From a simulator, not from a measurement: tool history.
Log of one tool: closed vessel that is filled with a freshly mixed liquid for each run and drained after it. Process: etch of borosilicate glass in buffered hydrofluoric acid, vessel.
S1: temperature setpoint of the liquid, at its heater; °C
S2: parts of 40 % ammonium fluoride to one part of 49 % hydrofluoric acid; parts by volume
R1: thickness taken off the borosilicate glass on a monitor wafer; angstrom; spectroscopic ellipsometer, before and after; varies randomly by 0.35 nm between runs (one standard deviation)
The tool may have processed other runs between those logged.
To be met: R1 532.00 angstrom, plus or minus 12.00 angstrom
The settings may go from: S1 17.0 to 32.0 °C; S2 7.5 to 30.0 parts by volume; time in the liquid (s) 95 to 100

Run 1, hour 0.0: S1 25.0 °C, S2 22.0 parts by volume, time in the liquid (s) 95. Result: R1 651.84 angstrom.
Run 2, hour 3.9: S1 26.5 °C, S2 22.0 parts by volume, time in the liquid (s) 95. Result: R1 698.90 angstrom.
Run 3, hour 7.5: S1 28.0 °C, S2 22.0 parts by volume, time in the liquid (s) 95. Result: R1 760.57 angstrom.
Run 4, hour 9.8: S1 26.0 °C, S2 22.0 parts by volume, time in the liquid (s) 95. Result: R1 688.53 angstrom.
Run 5, hour 18.4: S1 24.5 °C, S2 22.0 parts by volume, time in the liquid (s) 95. Result: R1 636.38 angstrom.
Run 6, hour 24.5: S1 23.5 °C, S2 22.0 parts by volume, time in the liquid (s) 95. Result: R1 598.76 angstrom.
Run 7, hour 31.0: S1 23.0 °C, S2 22.0 parts by volume, time in the liquid (s) 95. Result: R1 584.55 angstrom.
Run 8, hour 35.6: S1 23.0 °C, S2 22.0 parts by volume, time in the liquid (s) 95. Result: R1 586.52 angstrom.
Run 9, hour 36.7: S1 22.5 °C, S2 22.0 parts by volume, time in the liquid (s) 95. Result: R1 568.82 angstrom.
Run 10, hour 40.8: S1 22.0 °C, S2 22.0 parts by volume, time in the liquid (s) 95. Result: R1 555.64 angstrom.

Next run, 5 choices. One meets every target within its allowed miss, the rest don't. Which?
Run A, hour 44.9: S1 20.5 °C, S2 19.0 parts by volume, time in the liquid (s) 95. Result: R1 ?.
Run B, hour 44.9: S1 24.5 °C, S2 24.5 parts by volume, time in the liquid (s) 95. Result: R1 ?.
Run C, hour 44.9: S1 21.5 °C, S2 20.5 parts by volume, time in the liquid (s) 95. Result: R1 ?.
Run D, hour 44.9: S1 20.5 °C, S2 22.5 parts by volume, time in the liquid (s) 100. Result: R1 ?.
Run E, hour 44.9: S1 19.0 °C, S2 17.0 parts by volume, time in the liquid (s) 95. Result: R1 ?.

move      R1
   A  572.45
   B  586.75
   C  564.70
   D  527.67
   E  588.86
A: moves away from the targets compared with the last run
B: moves away from the targets compared with the last run
C: moves away from the targets compared with the last run
D: each result inside its tolerance
E: moves away from the targets compared with the last run
So the answer is move D, the one that meets all the targets.
